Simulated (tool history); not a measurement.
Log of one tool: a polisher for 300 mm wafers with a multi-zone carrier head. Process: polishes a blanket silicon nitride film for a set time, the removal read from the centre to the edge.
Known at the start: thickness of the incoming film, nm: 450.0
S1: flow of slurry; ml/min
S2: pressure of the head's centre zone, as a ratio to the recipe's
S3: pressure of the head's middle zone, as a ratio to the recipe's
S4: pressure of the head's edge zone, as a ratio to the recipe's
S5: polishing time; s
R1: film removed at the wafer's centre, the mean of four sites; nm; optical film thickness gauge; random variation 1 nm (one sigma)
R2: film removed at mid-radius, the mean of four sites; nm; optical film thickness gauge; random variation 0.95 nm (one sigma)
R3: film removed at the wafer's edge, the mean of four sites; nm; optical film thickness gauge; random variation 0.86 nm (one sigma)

run,hour,S1,S2,S3,S4,S5,R1,R2,R3
1,0,160,1,1,1,72,127.27,125.45,125.19
2,2.1,155,0.98,0.98,0.98,67,112.55,112.87,114.49
3,9.4,150,0.97,0.96,0.95,64,105.54,105.23,108.38
4,11.1,150,0.97,0.95,0.93,61,104.42,100.72,100.96
5,14.1,150,0.97,0.95,0.97,61,102.01,101.7,104.55
6,16.3,150,0.9,0.95,0.97,61,95.01,101.26,103.93
7,19.6,145,0.9,0.93,0.94,59,91.835,96.19,98.027
8,23.7,140,0.89,0.91,0.92,58,88.471,92.685,96.586
9,27,135,0.89,0.9,0.9,57,88.502,91.046,92.198

Run 10 comes next. What will it give?
10,31.6,130,0.89,0.88,0.89,56,?,?,?

Run 10 gave R1 85.815 nm, R2 86.368 nm, R3 89.361 nm.
